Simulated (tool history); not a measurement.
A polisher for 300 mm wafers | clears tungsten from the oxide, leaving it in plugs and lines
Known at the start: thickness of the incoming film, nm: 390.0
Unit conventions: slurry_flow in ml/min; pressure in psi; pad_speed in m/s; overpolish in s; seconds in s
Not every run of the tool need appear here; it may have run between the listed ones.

run,hour,slurry_flow,pressure,pad_speed,slurry_solids,overpolish,seconds
1,0.0,120,3.0,0.86,1.0,5,134.39
2,7.6,120,3.0,0.98,1.0,5,115.62
3,8.3,130,3.0,0.98,1.0,5,114.69
4,15.5,130,2.7,0.96,1.0,5,129.77
5,22.2,130,2.7,0.96,0.9,5,129.30
6,28.7,130,2.4,0.94,0.9,5,147.34
7,33.9,130,2.2,0.94,0.9,5,159.79

Predict the results of run 8:
8,40.2,130,2.1,0.94,0.9,5,?

{"run 8": {"seconds": 166.63}}
